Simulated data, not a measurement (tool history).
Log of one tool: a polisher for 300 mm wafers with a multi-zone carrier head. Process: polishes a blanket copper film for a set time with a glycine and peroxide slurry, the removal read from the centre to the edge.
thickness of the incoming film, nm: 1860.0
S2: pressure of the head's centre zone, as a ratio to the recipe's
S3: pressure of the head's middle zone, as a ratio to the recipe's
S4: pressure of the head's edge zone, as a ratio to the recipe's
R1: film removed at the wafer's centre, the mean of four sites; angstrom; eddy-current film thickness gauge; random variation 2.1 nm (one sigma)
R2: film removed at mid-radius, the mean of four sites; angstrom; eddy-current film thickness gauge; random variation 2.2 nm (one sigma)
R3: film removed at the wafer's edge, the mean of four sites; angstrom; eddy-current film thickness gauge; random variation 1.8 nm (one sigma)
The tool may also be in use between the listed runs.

{"run": 1, "hour": 0.0, "flow of slurry (ml/min)": 155, "S2": 1, "S3": 1, "S4": 1, "polishing time (s)": 89, "R1": 4897.8, "R2": 4869.5, "R3": 4651.9}
{"run": 2, "hour": 7.1, "flow of slurry (ml/min)": 155, "S2": 1, "S3": 1, "S4": 0.96, "polishing time (s)": 89, "R1": 4862.2, "R2": 4792.3, "R3": 4569.9}
{"run": 3, "hour": 15.1, "flow of slurry (ml/min)": 155, "S2": 1, "S3": 0.96, "S4": 0.96, "polishing time (s)": 89, "R1": 4848.1, "R2": 4682, "R3": 4586.6}
{"run": 4, "hour": 15.8, "flow of slurry (ml/min)": 155, "S2": 1, "S3": 0.96, "S4": 0.99, "polishing time (s)": 89, "R1": 4852.4, "R2": 4627.4, "R3": 4608.7}
{"run": 5, "hour": 23.6, "flow of slurry (ml/min)": 155, "S2": 0.96, "S3": 0.96, "S4": 0.99, "polishing time (s)": 89, "R1": 4630.1, "R2": 4574, "R3": 4642.6}
{"run": 6, "hour": 30.8, "flow of slurry (ml/min)": 150, "S2": 0.94, "S3": 0.97, "S4": 0.95, "polishing time (s)": 77, "R1": 3961.3, "R2": 4028, "R3": 3911.7}
{"run": 7, "hour": 35.3, "flow of slurry (ml/min)": 140, "S2": 0.91, "S3": 0.96, "S4": 0.92, "polishing time (s)": 70, "R1": 3377.7, "R2": 3589.7, "R3": 3471.6}
{"run": 8, "hour": 42.7, "flow of slurry (ml/min)": 135, "S2": 0.9, "S3": 0.94, "S4": 0.89, "polishing time (s)": 66, "R1": 3165.8, "R2": 3358.9, "R3": 3194.4}
{"run": 9, "hour": 47.3, "flow of slurry (ml/min)": 125, "S2": 0.88, "S3": 0.92, "S4": 0.87, "polishing time (s)": 64, "R1": 2936.5, "R2": 3076.7, "R3": 3042}

Forecast run 10:
{"run": 10, "hour": 56.0, "flow of slurry (ml/min)": 120, "S2": 0.87, "S3": 0.92, "S4": 0.85, "polishing time (s)": 63, "R1": "?", "R2": "?", "R3": "?"}

Run 10 gave R1 2827.3 angstrom, R2 3028.3 angstrom, R3 2954.9 angstrom.
